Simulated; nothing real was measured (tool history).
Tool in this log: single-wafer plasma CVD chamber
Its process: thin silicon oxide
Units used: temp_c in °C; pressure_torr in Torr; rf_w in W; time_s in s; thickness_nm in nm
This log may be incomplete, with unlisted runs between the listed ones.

run  hour  temp_c  pressure_torr  rf_w  time_s  thickness_nm
  1   0.0     390           1.04   350    6.09        14.773
  2   3.4     390           0.97   350    6.09        14.249
  3  10.0     390           1.13   350    6.09        15.498
  4  11.0     390           1.01   350    6.09        14.761
  5  12.4     390           1.01   385    6.09        15.259
  6  16.7     390           0.93   375    6.09        14.256

Forecast run 7:
  7  19.4     390           0.72   365    6.09             ?

thickness_nm: 11.317 nm
